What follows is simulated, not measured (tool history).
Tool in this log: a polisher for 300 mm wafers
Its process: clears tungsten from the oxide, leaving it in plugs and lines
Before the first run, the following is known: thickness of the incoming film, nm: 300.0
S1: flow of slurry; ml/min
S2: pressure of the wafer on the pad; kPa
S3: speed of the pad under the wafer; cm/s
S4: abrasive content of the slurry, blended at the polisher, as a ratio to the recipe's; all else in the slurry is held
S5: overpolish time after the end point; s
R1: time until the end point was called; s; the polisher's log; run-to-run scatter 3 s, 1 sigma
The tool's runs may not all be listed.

Run 1, hour 0.0: S1 200 ml/min, S2 17.2 kPa, S3 142 cm/s, S4 1.00, S5 5 s. Result: R1 65.150 s.
Run 2, hour 4.6: S1 230 ml/min, S2 17.2 kPa, S3 142 cm/s, S4 1.00, S5 5 s. Result: R1 63.539 s.
Run 3, hour 13.0: S1 265 ml/min, S2 17.2 kPa, S3 142 cm/s, S4 1.00, S5 5 s. Result: R1 64.330 s.
Run 4, hour 21.0: S1 265 ml/min, S2 17.2 kPa, S3 142 cm/s, S4 0.85, S5 5 s. Result: R1 65.186 s.
Run 5, hour 29.4: S1 265 ml/min, S2 17.2 kPa, S3 142 cm/s, S4 0.85, S5 5 s. Result: R1 65.247 s.
Run 6, hour 34.6: S1 290 ml/min, S2 17.2 kPa, S3 142 cm/s, S4 0.85, S5 5 s. Result: R1 64.002 s.

Estimate the outcome of run 7 from the log above:
Run 7, hour 43.6: S1 280 ml/min, S2 12.4 kPa, S3 102 cm/s, S4 0.80, S5 5 s. Result: R1 ?.

Logged for run 7: R1 114.170 s.
